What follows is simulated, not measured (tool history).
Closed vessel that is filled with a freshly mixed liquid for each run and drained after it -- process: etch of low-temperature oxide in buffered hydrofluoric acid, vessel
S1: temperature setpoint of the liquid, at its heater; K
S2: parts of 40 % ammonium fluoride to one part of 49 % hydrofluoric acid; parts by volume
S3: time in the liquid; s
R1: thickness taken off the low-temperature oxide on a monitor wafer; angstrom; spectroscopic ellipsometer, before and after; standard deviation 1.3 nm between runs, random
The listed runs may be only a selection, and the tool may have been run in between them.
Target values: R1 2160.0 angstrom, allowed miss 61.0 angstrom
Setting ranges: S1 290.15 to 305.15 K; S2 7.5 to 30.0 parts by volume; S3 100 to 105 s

Run 1, hour 0.0: S1 297.15 K, S2 20.5 parts by volume, S3 100 s. Result: R1 3110.1 angstrom.
Run 2, hour 8.3: S1 295.65 K, S2 20.5 parts by volume, S3 100 s. Result: R1 2905.7 angstrom.
Run 3, hour 12.8: S1 295.65 K, S2 23.0 parts by volume, S3 100 s. Result: R1 2670.2 angstrom.
Run 4, hour 13.7: S1 294.65 K, S2 23.0 parts by volume, S3 100 s. Result: R1 2519.2 angstrom.
Run 5, hour 16.3: S1 296.15 K, S2 23.0 parts by volume, S3 100 s. Result: R1 2707.7 angstrom.
Run 6, hour 18.8: S1 296.15 K, S2 23.0 parts by volume, S3 100 s. Result: R1 2715.8 angstrom.
Run 7, hour 26.3: S1 295.15 K, S2 23.0 parts by volume, S3 100 s. Result: R1 2581.0 angstrom.
Run 8, hour 30.1: S1 294.15 K, S2 23.0 parts by volume, S3 100 s. Result: R1 2457.2 angstrom.
Run 9, hour 31.2: S1 293.65 K, S2 23.0 parts by volume, S3 100 s. Result: R1 2381.0 angstrom.
Run 10, hour 39.9: S1 293.15 K, S2 23.0 parts by volume, S3 100 s. Result: R1 2335.4 angstrom.

Which one of the following 4 next-run settings gets every result inside its allowed miss? There is exactly one.
Run A, hour 48.6: S1 294.15 K, S2 27.0 parts by volume, S3 105 s. Result: R1 ?.
Run B, hour 48.6: S1 292.15 K, S2 21.5 parts by volume, S3 105 s. Result: R1 ?.
Run C, hour 48.6: S1 295.15 K, S2 25.0 parts by volume, S3 105 s. Result: R1 ?.
Run D, hour 48.6: S1 294.65 K, S2 28.5 parts by volume, S3 100 s. Result: R1 ?.

move      R1
   A  2311.2
   B  2417.3
   C  2577.1
   D  2180.6
A: an improvement on the last run, though not all results are within tolerance
B: lands further from the targets than the last run did
C: lands further from the targets than the last run did
D: in spec on every target
Move D is the one to make.
